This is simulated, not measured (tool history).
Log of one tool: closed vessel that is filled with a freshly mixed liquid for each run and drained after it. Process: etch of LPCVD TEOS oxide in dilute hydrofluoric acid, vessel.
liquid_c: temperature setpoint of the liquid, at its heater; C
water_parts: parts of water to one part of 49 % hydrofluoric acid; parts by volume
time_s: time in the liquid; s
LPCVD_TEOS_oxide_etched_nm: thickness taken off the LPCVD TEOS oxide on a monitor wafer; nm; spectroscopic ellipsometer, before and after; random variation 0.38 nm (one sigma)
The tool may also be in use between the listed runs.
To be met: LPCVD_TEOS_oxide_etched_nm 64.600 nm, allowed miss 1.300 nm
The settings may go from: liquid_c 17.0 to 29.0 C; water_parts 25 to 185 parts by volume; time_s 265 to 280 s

run,hour,liquid_c,water_parts,time_s,LPCVD_TEOS_oxide_etched_nm
1,0.0,21.0,105,265,37.050
2,3.3,21.0,115,265,33.701
3,8.2,19.5,115,265,31.432
4,14.5,21.0,110,265,35.090
5,18.2,23.5,110,265,39.278
6,25.3,23.5,140,265,29.331
7,29.4,24.0,130,265,32.743
8,33.2,24.5,125,265,35.159
9,39.8,25.0,120,265,37.649
10,41.2,25.5,115,265,39.828
11,43.0,26.0,110,265,42.461
12,44.8,26.5,105,265,46.455
13,47.1,29.0,80,265,69.109
14,51.5,28.0,80,265,66.232

Which of these 4 next moves meets every target?
A,55.9,28.5,85,270,?
B,55.9,27.5,75,265,?
C,55.9,27.0,75,265,?
D,55.9,25.0,75,280,?

move,LPCVD_TEOS_oxide_etched_nm
A,64.799
B,70.306
C,68.940
D,67.285
A: meets every target
B: further off than the last run
C: further off than the last run
D: further off than the last run
Answer: A
